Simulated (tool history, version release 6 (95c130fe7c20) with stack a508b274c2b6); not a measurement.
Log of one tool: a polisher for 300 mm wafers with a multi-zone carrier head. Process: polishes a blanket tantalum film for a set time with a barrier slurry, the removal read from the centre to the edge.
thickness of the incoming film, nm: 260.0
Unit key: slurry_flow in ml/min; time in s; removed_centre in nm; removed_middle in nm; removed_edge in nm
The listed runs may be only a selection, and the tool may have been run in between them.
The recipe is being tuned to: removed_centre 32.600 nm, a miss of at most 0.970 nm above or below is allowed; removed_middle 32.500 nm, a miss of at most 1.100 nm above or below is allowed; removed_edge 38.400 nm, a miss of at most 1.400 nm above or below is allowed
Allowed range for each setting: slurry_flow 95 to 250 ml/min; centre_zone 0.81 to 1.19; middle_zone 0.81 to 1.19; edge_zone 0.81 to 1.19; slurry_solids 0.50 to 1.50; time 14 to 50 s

| run | day | slurry_flow | centre_zone | middle_zone | edge_zone | slurry_solids | time | removed_centre | removed_middle | removed_edge |
|---|---|---|---|---|---|---|---|---|---|---|
| 1 | 0.000 | 160 | 1.00 | 1.00 | 1.00 | 1.00 | 32 | 32.670 | 32.252 | 33.371 |
| 2 | 0.112 | 160 | 1.00 | 1.00 | 1.08 | 1.00 | 32 | 32.541 | 32.353 | 34.466 |
| 3 | 0.221 | 160 | 1.00 | 1.00 | 1.14 | 1.00 | 32 | 32.425 | 31.709 | 35.684 |
| 4 | 0.538 | 160 | 0.99 | 1.00 | 1.15 | 1.00 | 32 | 32.117 | 31.977 | 35.793 |
| 5 | 0.800 | 160 | 0.99 | 1.00 | 1.15 | 0.85 | 32 | 30.227 | 30.041 | 33.439 |
|  | 1.050 | edge zone pressure recalibrated |
| 6 | 1.050 | 160 | 0.93 | 1.00 | 1.15 | 0.85 | 32 | 28.418 | 29.812 | 31.932 |
| 7 | 1.175 | 160 | 0.94 | 1.00 | 1.16 | 0.90 | 32 | 29.474 | 30.442 | 33.536 |
| 8 | 1.425 | 165 | 0.94 | 0.99 | 1.16 | 0.95 | 32 | 30.064 | 31.881 | 34.571 |
| 9 | 1.762 | 165 | 0.94 | 0.99 | 1.16 | 0.95 | 32 | 30.317 | 31.509 | 33.338 |

Which of these 4 next moves meets every target?
| A | 2.100 | 125 | 0.99 | 1.02 | 1.13 | 1.10 | 33 | ? | ? | ? |
| B | 2.100 | 200 | 0.86 | 0.86 | 1.13 | 0.80 | 39 | ? | ? | ? |
| C | 2.100 | 155 | 0.94 | 0.95 | 1.19 | 1.15 | 30 | ? | ? | ? |
| D | 2.100 | 140 | 0.85 | 1.07 | 1.19 | 0.95 | 33 | ? | ? | ? |

| move | removed_centre | removed_middle | removed_edge |
|---|---|---|---|
| A | 32.504 | 33.190 | 34.920 |
| B | 32.378 | 32.492 | 38.528 |
| C | 30.015 | 30.173 | 34.199 |
| D | 27.371 | 33.578 | 34.544 |
A: moves toward the targets from the last run without getting all of them in spec
B: meets every target
C: moves toward the targets from the last run without getting all of them in spec
D: its largest miss is bigger than the last run's
B meets every target.
